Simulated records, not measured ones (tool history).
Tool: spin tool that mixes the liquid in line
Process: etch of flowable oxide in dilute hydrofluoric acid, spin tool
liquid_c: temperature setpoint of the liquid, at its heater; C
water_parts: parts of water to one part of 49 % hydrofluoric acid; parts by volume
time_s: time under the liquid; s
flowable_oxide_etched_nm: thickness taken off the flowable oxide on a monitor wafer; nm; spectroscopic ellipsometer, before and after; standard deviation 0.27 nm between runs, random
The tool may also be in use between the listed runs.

run,hour,liquid_c,water_parts,time_s,flowable_oxide_etched_nm
1,0,22,275,275,24.373
2,1.5,23,255,275,27.79
3,5.3,23,205,275,36.68
4,11.1,23,205,295,39.175
5,13.8,20.5,205,295,35.656
6,21.4,20.5,245,295,28.777
7,29.9,20.5,245,295,28.686
8,38.1,21.5,235,295,31.482
9,45.4,25.5,125,295,77.591
10,53.2,25.5,125,295,77.192
11,54.6,25,125,295,75.825

Run 12, settings as shown, results not yet in. Your forecast:
12,60.4,24,125,295,?

Run 12 gave flowable_oxide_etched_nm 72.503 nm.
